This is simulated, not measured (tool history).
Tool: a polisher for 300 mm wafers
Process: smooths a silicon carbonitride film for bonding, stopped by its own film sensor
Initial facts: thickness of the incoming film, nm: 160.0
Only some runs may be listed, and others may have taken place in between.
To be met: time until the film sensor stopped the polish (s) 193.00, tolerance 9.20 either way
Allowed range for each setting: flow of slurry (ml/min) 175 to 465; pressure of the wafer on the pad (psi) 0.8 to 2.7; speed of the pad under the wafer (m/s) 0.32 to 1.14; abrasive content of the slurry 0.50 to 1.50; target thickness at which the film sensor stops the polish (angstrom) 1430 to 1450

run  hour  flow of slurry (ml/min)  pressure of the wafer on the pad (psi)  speed of the pad under the wafer (m/s)  abrasive content of the slurry  target thickness at which the film sensor stops the polish (angstrom)  time until the film sensor stopped the polish (s)
  1   0.0                      295                                     1.7                                    0.72                            1.00                                                                   1430                                             114.43
  2   6.8                      295                                     1.7                                    0.72                            1.15                                                                   1430                                             109.63
  3  12.7                      295                                     1.5                                    0.72                            1.15                                                                   1430                                             117.71
  4  18.4                      295                                     1.4                                    0.68                            1.15                                                                   1430                                             136.59
  5  20.4                      245                                     1.4                                    0.68                            1.15                                                                   1430                                             137.64
  6  21.3                      245                                     1.3                                    0.68                            1.15                                                                   1430                                             146.29
  7  24.6                      245                                     1.2                                    0.68                            1.15                                                                   1430                                             159.40
  8  25.4                      245                                     1.2                                    0.68                            1.15                                                                   1430                                             156.83
  9  27.9                      245                                     1.1                                    0.68                            1.15                                                                   1430                                             173.37

4 next moves are on the table. One of them brings every result within its allowed miss. Which?
  A  30.4                      215                                     0.9                                    0.56                            1.05                                                                   1450                                                  ?
  B  30.4                      210                                     1.1                                    0.70                            0.75                                                                   1440                                                  ?
  C  30.4                      290                                     0.9                                    0.52                            1.30                                                                   1440                                                  ?
  D  30.4                      280                                     0.9                                    0.56                            1.30                                                                   1440                                                  ?

move  time until the film sensor stopped the polish (s)
   A                                             218.93
   B                                             191.39
   C                                             221.55
   D                                             209.44
A: carries the result that was furthest off beyond its target, to the other side
B: meets every target
C: carries the result that was furthest off beyond its target, to the other side
D: carries the result that was furthest off beyond its target, to the other side
The move that meets every target is B.
